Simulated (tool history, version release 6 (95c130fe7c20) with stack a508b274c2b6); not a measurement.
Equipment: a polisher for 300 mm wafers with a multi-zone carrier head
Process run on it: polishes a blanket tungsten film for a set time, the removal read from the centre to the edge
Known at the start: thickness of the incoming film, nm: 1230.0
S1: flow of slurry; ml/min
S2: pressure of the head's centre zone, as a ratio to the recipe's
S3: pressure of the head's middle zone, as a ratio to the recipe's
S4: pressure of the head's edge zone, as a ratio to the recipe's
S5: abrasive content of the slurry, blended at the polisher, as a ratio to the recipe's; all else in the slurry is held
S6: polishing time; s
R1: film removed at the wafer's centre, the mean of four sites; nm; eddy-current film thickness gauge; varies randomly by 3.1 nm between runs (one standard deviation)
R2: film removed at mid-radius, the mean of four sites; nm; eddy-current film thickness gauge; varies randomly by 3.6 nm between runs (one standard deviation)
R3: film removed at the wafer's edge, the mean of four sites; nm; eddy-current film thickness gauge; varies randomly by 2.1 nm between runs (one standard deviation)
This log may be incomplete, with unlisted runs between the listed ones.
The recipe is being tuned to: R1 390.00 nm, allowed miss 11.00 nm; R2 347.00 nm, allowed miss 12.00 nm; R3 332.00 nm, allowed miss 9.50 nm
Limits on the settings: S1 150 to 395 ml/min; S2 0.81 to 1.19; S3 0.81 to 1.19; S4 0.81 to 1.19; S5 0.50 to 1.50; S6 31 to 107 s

run	hour	S1	S2	S3	S4	S5	S6	R1	R2	R3
1	0.0	250	1.00	1.00	1.00	1.00	69	270.46	271.47	273.28
2	1.8	305	1.00	1.00	1.00	1.00	69	278.04	275.88	280.14
3	2.5	305	1.00	1.00	0.94	1.00	69	279.87	275.98	270.27
4	9.3	305	1.00	0.92	0.94	1.00	69	276.10	257.51	268.07
5	13.3	265	1.00	0.92	0.94	1.00	69	275.54	256.29	264.22
6	16.9	270	1.05	0.97	0.96	1.15	70	300.65	274.71	281.64
7	20.3	285	1.09	1.03	0.97	1.25	71	325.20	302.45	293.20
8	24.3	300	1.12	1.05	0.99	1.35	71	343.82	319.70	306.68
9	27.3	315	1.14	1.06	1.00	1.40	71	354.40	319.41	311.42
10	35.9	320	1.16	1.08	1.01	1.45	72	367.64	341.08	315.34
11	37.3	325	1.17	1.07	1.02	1.45	72	375.50	338.95	320.37
12	41.2	330	1.18	1.07	1.03	1.45	72	369.14	333.37	322.99

Which one of the following 4 next-run settings gets every result inside its allowed miss? There is exactly one.
A	45.1	295	1.19	1.11	0.88	1.50	75	?	?	?
B	45.1	315	1.17	1.06	1.00	1.50	75	?	?	?
C	45.1	320	1.08	1.13	1.13	1.40	72	?	?	?
D	45.1	395	1.07	0.96	1.06	1.45	74	?	?	?

move	R1	R2	R3
A	393.91	353.28	310.59
B	389.37	341.41	331.30
C	339.77	340.97	332.39
D	354.45	312.55	338.33
A: the furthest-off result lands on target, but another misses its tolerance
B: in spec on every target
C: its largest miss is bigger than the last run's
D: its largest miss is bigger than the last run's
Go with B: it meets all targets.

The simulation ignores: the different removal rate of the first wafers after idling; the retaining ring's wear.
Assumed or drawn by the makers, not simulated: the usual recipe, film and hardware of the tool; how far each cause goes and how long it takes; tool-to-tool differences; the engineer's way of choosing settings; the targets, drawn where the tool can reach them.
